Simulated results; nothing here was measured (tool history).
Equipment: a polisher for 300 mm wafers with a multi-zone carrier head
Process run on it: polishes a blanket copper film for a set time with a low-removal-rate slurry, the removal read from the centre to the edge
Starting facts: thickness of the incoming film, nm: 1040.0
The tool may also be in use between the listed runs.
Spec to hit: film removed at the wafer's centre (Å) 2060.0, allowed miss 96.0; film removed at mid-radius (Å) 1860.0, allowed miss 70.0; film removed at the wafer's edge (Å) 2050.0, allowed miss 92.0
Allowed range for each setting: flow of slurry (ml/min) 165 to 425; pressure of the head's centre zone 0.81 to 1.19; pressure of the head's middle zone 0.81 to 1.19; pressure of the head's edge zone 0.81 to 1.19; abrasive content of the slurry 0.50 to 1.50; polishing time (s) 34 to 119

run,hour,flow of slurry (ml/min),pressure of the head's centre zone,pressure of the head's middle zone,pressure of the head's edge zone,abrasive content of the slurry,polishing time (s),film removed at the wafer's centre (Å),film removed at mid-radius (Å),film removed at the wafer's edge (Å)
1,0.0,275,1.00,1.00,1.00,1.00,76,3006.4,3051.3,2962.3
2,4.5,275,1.00,0.98,0.99,0.95,73,2833.0,2840.8,2841.3
3,5.2,275,1.01,0.97,0.98,0.90,70,2648.1,2627.4,2711.5
4,12.8,275,1.03,0.97,0.97,0.85,68,2673.1,2594.4,2514.7
5,16.1,275,1.03,0.95,0.96,0.80,67,2542.2,2456.3,2454.5
6,21.4,275,1.03,0.93,0.95,0.75,66,2490.4,2349.9,2383.6
7,24.4,275,1.03,0.92,0.94,0.70,65,2364.9,2220.6,2260.6
8,32.2,275,1.02,0.91,0.93,0.70,65,2371.9,2193.3,2314.2
9,40.9,275,1.02,0.90,0.92,0.65,64,2304.7,2104.8,2197.9
10,48.9,275,1.01,0.89,0.91,0.65,64,2238.8,2086.6,2124.2
11,53.4,250,0.98,0.81,0.96,0.50,63,1933.8,1718.8,2044.0
12,62.1,255,0.98,0.82,0.96,0.50,63,1951.3,1760.4,1993.1
13,68.0,260,0.98,0.82,0.96,0.50,63,1984.2,1756.8,2021.5
14,68.6,265,0.98,0.83,0.96,0.50,63,1964.3,1775.8,2026.6

Which one of the following 4 next-run settings gets every result inside its allowed miss? There is exactly one.
A,69.2,310,0.89,0.89,1.00,0.60,58,?,?,?
B,69.2,165,1.02,0.86,0.94,0.85,58,?,?,?
C,69.2,265,1.01,0.81,0.99,0.50,72,?,?,?
D,69.2,240,1.16,0.90,0.81,0.50,62,?,?,?

move,film removed at the wafer's centre (Å),film removed at mid-radius (Å),film removed at the wafer's edge (Å)
A,1803.6,1826.1,2007.6
B,2132.9,1842.3,2057.2
C,2365.2,1953.8,2320.9
D,2318.9,1816.8,1808.2
A: brings the result that was furthest off to its target, and leaves another outside
B: meets every target
C: moves the result that the last run missed by most past its target, out the other side
D: brings the result that was furthest off to its target, and leaves another outside
Move B is the one to make.

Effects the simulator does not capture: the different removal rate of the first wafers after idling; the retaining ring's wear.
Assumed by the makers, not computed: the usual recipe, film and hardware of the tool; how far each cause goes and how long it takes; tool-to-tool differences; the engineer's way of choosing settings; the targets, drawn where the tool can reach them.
